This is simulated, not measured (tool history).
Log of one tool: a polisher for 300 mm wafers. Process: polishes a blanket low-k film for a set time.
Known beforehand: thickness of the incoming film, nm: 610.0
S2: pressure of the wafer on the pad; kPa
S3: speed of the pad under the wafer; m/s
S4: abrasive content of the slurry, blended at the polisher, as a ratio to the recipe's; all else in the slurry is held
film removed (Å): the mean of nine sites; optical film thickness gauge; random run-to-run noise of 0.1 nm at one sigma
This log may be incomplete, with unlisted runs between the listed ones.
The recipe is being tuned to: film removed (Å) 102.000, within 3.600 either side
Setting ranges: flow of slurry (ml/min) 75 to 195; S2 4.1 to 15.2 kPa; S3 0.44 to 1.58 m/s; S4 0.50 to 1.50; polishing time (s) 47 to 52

run 1 hour=0.0 | flow_of_slurry_(ml/min)=125 S2=9.7 S3=1.00 S4=1.00 polishing_time_(s)=52 | film_removed_(Å)=139.900
run 2 hour=7.4 | flow_of_slurry_(ml/min)=120 S2=9.0 S3=1.00 S4=1.00 polishing_time_(s)=52 | film_removed_(Å)=126.410
run 3 hour=13.1 | flow_of_slurry_(ml/min)=135 S2=9.0 S3=1.00 S4=1.00 polishing_time_(s)=52 | film_removed_(Å)=131.320
run 4 hour=21.0 | flow_of_slurry_(ml/min)=135 S2=9.0 S3=1.00 S4=1.10 polishing_time_(s)=52 | film_removed_(Å)=135.510
run 5 hour=30.0 | flow_of_slurry_(ml/min)=130 S2=8.3 S3=1.00 S4=1.10 polishing_time_(s)=52 | film_removed_(Å)=123.800
run 6 hour=37.8 | flow_of_slurry_(ml/min)=115 S2=8.3 S3=1.00 S4=1.10 polishing_time_(s)=52 | film_removed_(Å)=118.930
run 7 hour=39.4 | flow_of_slurry_(ml/min)=110 S2=8.3 S3=1.00 S4=1.10 polishing_time_(s)=52 | film_removed_(Å)=120.460
run 8 hour=45.6 | flow_of_slurry_(ml/min)=110 S2=6.2 S3=0.98 S4=1.10 polishing_time_(s)=52 | film_removed_(Å)=90.733

Which one of the following 5 next-run settings gets every result inside its allowed miss? There is exactly one.
run A hour=51.8 | flow_of_slurry_(ml/min)=105 S2=5.5 S3=0.98 S4=1.05 polishing_time_(s)=52 | film_removed_(Å)=?
run B hour=51.8 | flow_of_slurry_(ml/min)=140 S2=6.9 S3=0.82 S4=1.20 polishing_time_(s)=52 | film_removed_(Å)=?
run C hour=51.8 | flow_of_slurry_(ml/min)=105 S2=6.9 S3=0.98 S4=1.35 polishing_time_(s)=50 | film_removed_(Å)=?
run D hour=51.8 | flow_of_slurry_(ml/min)=120 S2=6.2 S3=1.20 S4=1.40 polishing_time_(s)=49 | film_removed_(Å)=?
run E hour=51.8 | flow_of_slurry_(ml/min)=105 S2=6.2 S3=1.26 S4=1.20 polishing_time_(s)=52 | film_removed_(Å)=?

move=A film_removed_(Å)=78.792
move=B film_removed_(Å)=93.548
move=C film_removed_(Å)=101.160
move=D film_removed_(Å)=110.220
move=E film_removed_(Å)=112.270
A: further off than the last run
B: nearer than the last run, and not there yet
C: each result inside its tolerance
D: takes the biggest miss from the last run beyond its target
E: takes the biggest miss from the last run beyond its target
C meets every target.
